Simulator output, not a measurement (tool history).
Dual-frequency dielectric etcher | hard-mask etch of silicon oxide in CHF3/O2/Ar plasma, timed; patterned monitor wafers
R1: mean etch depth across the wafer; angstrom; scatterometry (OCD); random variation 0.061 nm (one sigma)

run 1 hour=0 | source_power_(W)=570 bias_power_(W)=151 etch_time_(s)=17 | R1=302.84
run 2 hour=5.1 | source_power_(W)=540 bias_power_(W)=147 etch_time_(s)=17 | R1=293.57
run 3 hour=9 | source_power_(W)=510 bias_power_(W)=144 etch_time_(s)=17 | R1=284.25
run 4 hour=11.1 | source_power_(W)=510 bias_power_(W)=131 etch_time_(s)=17 | R1=277.95
run 5 hour=13.5 | source_power_(W)=510 bias_power_(W)=131 etch_time_(s)=15.5 | R1=254.33
run 6 hour=18.6 | source_power_(W)=510 bias_power_(W)=152 etch_time_(s)=15.5 | R1=264.63
run 7 hour=22 | source_power_(W)=500 bias_power_(W)=152 etch_time_(s)=15.5 | R1=262.37

Run 8 comes next. What will it give?
run 8 hour=26.2 | source_power_(W)=490 bias_power_(W)=152 etch_time_(s)=15.5 | R1=?

R1: 258.77 angstrom

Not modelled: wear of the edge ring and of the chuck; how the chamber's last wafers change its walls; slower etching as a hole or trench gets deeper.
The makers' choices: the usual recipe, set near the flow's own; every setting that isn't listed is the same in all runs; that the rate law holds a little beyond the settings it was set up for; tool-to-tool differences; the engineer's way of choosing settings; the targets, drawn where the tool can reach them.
